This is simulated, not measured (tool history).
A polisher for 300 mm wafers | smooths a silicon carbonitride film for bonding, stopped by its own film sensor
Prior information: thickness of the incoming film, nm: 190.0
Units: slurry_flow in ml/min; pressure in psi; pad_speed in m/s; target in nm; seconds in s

run  hour  slurry_flow  pressure  pad_speed  slurry_solids  target  seconds
  1   0.0          255       1.5       0.84            1.0     177   68.027
  2   1.2          255       1.7       0.86            1.0     177   60.694
  3   9.4          280       1.7       0.86            1.0     177   59.043
  4  15.8          280       1.7       0.78            1.0     177   61.085
  5  18.5          285       1.8       0.80            1.0     177   57.893
  6  21.9          285       1.9       0.82            1.0     177   53.599
  7  27.1          285       1.9       0.82            1.0     177   53.015
  8  32.1          285       2.0       0.84            1.0     177   50.484
  9  35.8          285       2.1       0.86            1.0     177   48.174

Expected results for the next run?
 10  41.3          290       2.2       0.88            1.0     177        ?

Logged for run 10: seconds 44.124 s.
